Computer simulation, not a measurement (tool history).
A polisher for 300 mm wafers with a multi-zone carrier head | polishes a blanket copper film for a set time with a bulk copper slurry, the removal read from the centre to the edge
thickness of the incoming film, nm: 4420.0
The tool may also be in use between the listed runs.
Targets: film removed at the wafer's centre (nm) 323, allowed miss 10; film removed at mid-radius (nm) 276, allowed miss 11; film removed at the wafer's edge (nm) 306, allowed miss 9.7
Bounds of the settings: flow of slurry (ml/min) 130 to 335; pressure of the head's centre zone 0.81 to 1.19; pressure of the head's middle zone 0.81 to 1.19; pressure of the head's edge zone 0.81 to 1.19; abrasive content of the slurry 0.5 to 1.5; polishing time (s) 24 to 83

run	hour	flow of slurry (ml/min)	pressure of the head's centre zone	pressure of the head's middle zone	pressure of the head's edge zone	abrasive content of the slurry	polishing time (s)	film removed at the wafer's centre (nm)	film removed at mid-radius (nm)	film removed at the wafer's edge (nm)
1	0	215	1	1	1	1	53	534.35	539.39	530.64
2	7.1	240	1	1	1	1	53	552.45	563.36	552.09
3	15.7	240	1	1	1	0.8	53	519.11	520.32	517.65
4	17.9	225	1	0.97	0.97	0.75	50	481.2	478.77	476.8
5	20.3	225	1	0.97	0.97	0.75	59	571.48	551.24	563.61
6	28.3	225	1	0.97	0.9	0.75	59	571.53	558.15	548.62
7	36.3	215	1.01	0.94	0.9	0.7	54	513.33	491.35	499.08
8	43.7	210	1.02	0.92	0.9	0.65	49	457.85	422.56	442.87
9	48	205	1.03	0.91	0.89	0.6	46	436.79	394.07	408.82
10	56.7	175	0.99	0.81	0.88	0.5	31	261.95	229.78	256.59
11	64.9	195	1	0.82	0.9	0.5	31	277.32	233.45	262.71
12	65.8	205	1	0.84	0.93	0.55	31	282.88	244.76	269.72
13	70.4	210	1	0.85	0.95	0.6	31	285.63	250.22	281.81
# hour 74.2: slurry nozzle cleaned
14	74.2	270	1.08	0.91	0.98	0.65	31	344.31	291.49	304.88
15	82.7	260	1.07	0.9	0.99	0.65	31	336.19	286.18	307.14
16	88.5	255	1.07	0.9	0.99	0.65	31	336.2	291.69	302

5 next moves are on the table. One of them brings every result within its allowed miss. Which?
A	94.3	280	0.94	0.86	0.99	0.5	32	?	?	?
B	94.3	265	0.96	0.86	0.99	0.5	32	?	?	?
C	94.3	205	0.9	0.82	1.06	0.9	31	?	?	?
D	94.3	285	0.87	0.81	1.07	0.55	33	?	?	?
E	94.3	195	1.05	0.87	0.99	0.55	32	?	?	?

move	film removed at the wafer's centre (nm)	film removed at mid-radius (nm)	film removed at the wafer's edge (nm)
A	298.58	283.72	306.48
B	302.34	282.13	305.21
C	293.37	279.81	326.39
D	292.01	282.94	331.67
E	319.03	278.5	301.22
A: brings the result that was furthest off to its target, and leaves another outside
B: brings the result that was furthest off to its target, and leaves another outside
C: brings the result that was furthest off to its target, and leaves another outside
D: brings the result that was furthest off to its target, and leaves another outside
E: meets every target
The right move is E.

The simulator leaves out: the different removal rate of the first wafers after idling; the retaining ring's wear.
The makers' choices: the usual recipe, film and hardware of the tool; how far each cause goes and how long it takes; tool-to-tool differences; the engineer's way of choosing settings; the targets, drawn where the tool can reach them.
